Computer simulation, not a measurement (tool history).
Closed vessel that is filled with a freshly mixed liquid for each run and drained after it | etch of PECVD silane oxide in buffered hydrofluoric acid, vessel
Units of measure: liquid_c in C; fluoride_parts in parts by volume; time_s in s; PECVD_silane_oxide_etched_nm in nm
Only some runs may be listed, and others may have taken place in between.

{"run": 1, "day": 0.0, "liquid_c": 22, "fluoride_parts": 19.5, "time_s": 30, "PECVD_silane_oxide_etched_nm": 24.131}
{"run": 2, "day": 0.371, "liquid_c": 22, "fluoride_parts": 19.5, "time_s": 30, "PECVD_silane_oxide_etched_nm": 23.72}
{"run": 3, "day": 0.604, "liquid_c": 22, "fluoride_parts": 15, "time_s": 30, "PECVD_silane_oxide_etched_nm": 30.968}
{"run": 4, "day": 0.762, "liquid_c": 22, "fluoride_parts": 15, "time_s": 30, "PECVD_silane_oxide_etched_nm": 31.106}
{"run": 5, "day": 0.804, "liquid_c": 22, "fluoride_parts": 15, "time_s": 30, "PECVD_silane_oxide_etched_nm": 31.502}
{"run": 6, "day": 1.138, "liquid_c": 25, "fluoride_parts": 15, "time_s": 30, "PECVD_silane_oxide_etched_nm": 36.312}
{"run": 7, "day": 1.496, "liquid_c": 23.5, "fluoride_parts": 15, "time_s": 30, "PECVD_silane_oxide_etched_nm": 33.698}

For run 8, what comes out?
{"run": 8, "day": 1.688, "liquid_c": 22.5, "fluoride_parts": 15, "time_s": 30, "PECVD_silane_oxide_etched_nm": "?"}

PECVD_silane_oxide_etched_nm: 31.632 nm

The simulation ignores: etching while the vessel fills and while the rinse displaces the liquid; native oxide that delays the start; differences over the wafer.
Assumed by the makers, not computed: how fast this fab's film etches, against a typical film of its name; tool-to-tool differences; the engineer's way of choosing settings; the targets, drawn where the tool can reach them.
